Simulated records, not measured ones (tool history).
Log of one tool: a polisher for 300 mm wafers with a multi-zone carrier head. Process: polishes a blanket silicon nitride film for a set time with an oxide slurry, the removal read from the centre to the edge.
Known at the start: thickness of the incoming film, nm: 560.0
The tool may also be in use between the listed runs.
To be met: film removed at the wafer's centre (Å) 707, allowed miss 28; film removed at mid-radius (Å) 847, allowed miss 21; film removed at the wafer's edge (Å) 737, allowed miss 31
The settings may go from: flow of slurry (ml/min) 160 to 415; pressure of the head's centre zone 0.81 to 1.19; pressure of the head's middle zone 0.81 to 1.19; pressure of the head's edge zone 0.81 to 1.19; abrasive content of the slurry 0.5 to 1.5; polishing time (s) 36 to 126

run,hour,flow of slurry (ml/min),pressure of the head's centre zone,pressure of the head's middle zone,pressure of the head's edge zone,abrasive content of the slurry,polishing time (s),film removed at the wafer's centre (Å),film removed at mid-radius (Å),film removed at the wafer's edge (Å)
1,0,265,1,1,1,1,81,565.58,577.76,600.06
2,5.2,280,1,1.05,1,1.1,81,615.14,631.29,631.28
3,8.2,280,1,1.05,1,0.95,81,569.71,586.2,583.61
4,16.9,330,1,1.05,1,0.95,81,572.28,606.09,585.97
5,18.7,340,0.99,1.08,1.01,1.05,81,580.58,646.58,620.65
6,22.5,340,0.99,1.08,1.01,1.05,101,741.37,808.44,778.71
7,27.8,350,0.98,1.1,1,1.05,101,740.87,815.76,763.72
8,32.6,355,0.97,1.12,1,1.05,101,727.01,840.61,774.24
9,38.8,360,0.97,1.13,0.99,1.05,101,741.32,831.32,778.27

4 next moves are on the table. One of them brings every result within its allowed miss. Which?
A,45,415,0.97,1.19,0.98,0.65,121,?,?,?
B,45,360,1.09,1.14,0.88,1.1,93,?,?,?
C,45,315,1.02,1.14,0.96,1.05,99,?,?,?
D,45,415,1.04,1.09,0.96,0.9,104,?,?,?

move,film removed at the wafer's centre (Å),film removed at mid-radius (Å),film removed at the wafer's edge (Å)
A,699.02,834.8,726.34
B,772.38,791.07,681.77
C,744.27,816.19,734.08
D,761.19,786.03,731.6
A: meets every target
B: takes the result that was furthest off past its target
C: brings the result that was furthest off to its target, and leaves another outside
D: brings the result that was furthest off to its target, and leaves another outside
The right move is A.

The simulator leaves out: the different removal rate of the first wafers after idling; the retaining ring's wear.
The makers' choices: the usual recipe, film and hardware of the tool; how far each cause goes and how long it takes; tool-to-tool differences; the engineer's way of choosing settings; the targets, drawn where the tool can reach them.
